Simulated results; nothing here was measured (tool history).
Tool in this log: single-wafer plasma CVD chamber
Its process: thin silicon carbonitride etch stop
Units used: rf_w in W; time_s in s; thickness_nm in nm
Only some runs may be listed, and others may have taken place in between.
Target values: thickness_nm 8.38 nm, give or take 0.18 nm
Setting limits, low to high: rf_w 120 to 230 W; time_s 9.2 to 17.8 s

run 1 hour=0 | rf_w=175 time_s=13.5 | thickness_nm=7.2931
run 2 hour=4.4 | rf_w=160 time_s=13.5 | thickness_nm=7.1047
run 3 hour=5.1 | rf_w=150 time_s=13.5 | thickness_nm=6.7865
run 4 hour=7.6 | rf_w=135 time_s=13.5 | thickness_nm=6.5864
run 5 hour=11.4 | rf_w=135 time_s=14.7 | thickness_nm=7.1763
run 6 hour=12.5 | rf_w=120 time_s=14.7 | thickness_nm=6.8862
run 7 hour=17.5 | rf_w=140 time_s=14.9 | thickness_nm=7.3408
run 8 hour=24 | rf_w=140 time_s=14.9 | thickness_nm=7.3364
run 9 hour=29.3 | rf_w=155 time_s=15.1 | thickness_nm=7.7854

Consider the 4 candidate settings below. Which is the only one whose results all fall within their allowed miss of target?
run A hour=34.6 | rf_w=150 time_s=14.2 | thickness_nm=?
run B hour=34.6 | rf_w=165 time_s=15.9 | thickness_nm=?
run C hour=34.6 | rf_w=150 time_s=17.2 | thickness_nm=?
run D hour=34.6 | rf_w=160 time_s=17.2 | thickness_nm=?

move=A thickness_nm=7.1967
move=B thickness_nm=8.3364
move=C thickness_nm=8.7171
move=D thickness_nm=8.9203
A: its largest miss is bigger than the last run's
B: in spec on every target
C: takes the biggest miss from the last run beyond its target
D: takes the biggest miss from the last run beyond its target
B meets every target.
